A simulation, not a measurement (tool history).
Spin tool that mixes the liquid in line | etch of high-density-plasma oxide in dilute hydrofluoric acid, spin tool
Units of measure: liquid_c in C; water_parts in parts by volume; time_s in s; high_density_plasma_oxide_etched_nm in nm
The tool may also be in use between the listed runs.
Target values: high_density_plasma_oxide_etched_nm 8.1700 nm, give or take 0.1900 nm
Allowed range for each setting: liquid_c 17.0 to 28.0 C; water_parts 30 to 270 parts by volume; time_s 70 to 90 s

| run | day | liquid_c | water_parts | time_s | high_density_plasma_oxide_etched_nm |
|---|---|---|---|---|---|
| 1 | 0.000 | 20.0 | 150 | 90 | 2.5094 |
| 2 | 0.179 | 22.5 | 115 | 90 | 3.7787 |
| 3 | 0.546 | 22.5 | 150 | 90 | 2.7635 |
| 4 | 0.900 | 24.0 | 120 | 90 | 3.8443 |
| 5 | 1.096 | 24.0 | 120 | 70 | 2.9816 |
| 6 | 1.262 | 24.0 | 85 | 70 | 4.3922 |
| 7 | 1.433 | 25.0 | 70 | 70 | 5.5896 |
| 8 | 1.517 | 26.0 | 60 | 70 | 6.9155 |
| 9 | 1.783 | 26.5 | 60 | 70 | 7.1224 |
| 10 | 1.938 | 27.0 | 60 | 70 | 7.2219 |
| 11 | 1.962 | 27.5 | 60 | 70 | 7.3670 |

Which single option among these 4 for the next run brings every result within its allowed miss of target? Just one does.
| A | 1.988 | 25.0 | 80 | 90 | ? |
| B | 1.988 | 28.0 | 60 | 70 | ? |
| C | 1.988 | 26.5 | 70 | 70 | ? |
| D | 1.988 | 28.0 | 70 | 90 | ? |

| move | high_density_plasma_oxide_etched_nm |
|---|---|
| A | 6.2165 |
| B | 7.4631 |
| C | 5.9440 |
| D | 8.1079 |
A: lands further from the targets than the last run did
B: closes in on the targets versus the last run, not all within tolerance yet
C: lands further from the targets than the last run did
D: in spec on every target
D meets every target.

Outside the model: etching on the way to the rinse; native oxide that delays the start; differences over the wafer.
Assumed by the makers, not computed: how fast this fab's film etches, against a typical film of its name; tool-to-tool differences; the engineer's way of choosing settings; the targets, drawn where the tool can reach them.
